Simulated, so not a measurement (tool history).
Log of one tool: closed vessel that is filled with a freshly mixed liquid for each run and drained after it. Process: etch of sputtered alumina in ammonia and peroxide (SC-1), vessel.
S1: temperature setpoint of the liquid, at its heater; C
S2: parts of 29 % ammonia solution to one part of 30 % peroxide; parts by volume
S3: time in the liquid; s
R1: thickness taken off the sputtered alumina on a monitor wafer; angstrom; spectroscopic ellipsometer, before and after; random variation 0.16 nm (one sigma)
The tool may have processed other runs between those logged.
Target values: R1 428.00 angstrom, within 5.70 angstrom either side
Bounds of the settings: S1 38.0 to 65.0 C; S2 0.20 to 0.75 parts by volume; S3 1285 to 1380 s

run  hour    S1    S2    S3      R1
  1   0.0  49.0  0.45  1285  536.34
  2   2.5  44.0  0.45  1285  401.77
  3   3.9  44.5  0.45  1285  413.88
  4   5.8  44.5  0.45  1380  442.89
  5   9.2  41.5  0.45  1380  373.52
  6  10.2  41.5  0.50  1380  378.35
  7  11.4  42.0  0.50  1380  388.27
  8  19.7  42.5  0.50  1380  398.12
  9  20.4  43.0  0.50  1380  411.43

Which of these 5 next moves meets every target?
  A  21.1  45.0  0.50  1285   ?
  B  21.1  43.5  0.55  1300   ?
  C  21.1  42.5  0.50  1380   ?
  D  21.1  43.0  0.45  1345   ?
  E  21.1  43.5  0.45  1305   ?

move      R1
   A  427.54
   B  400.55
   C  397.69
   D  394.99
   E  394.46
A: each result inside its tolerance
B: the biggest miss grows against the last run
C: the biggest miss grows against the last run
D: the biggest miss grows against the last run
E: the biggest miss grows against the last run
Go with A: it meets all targets.
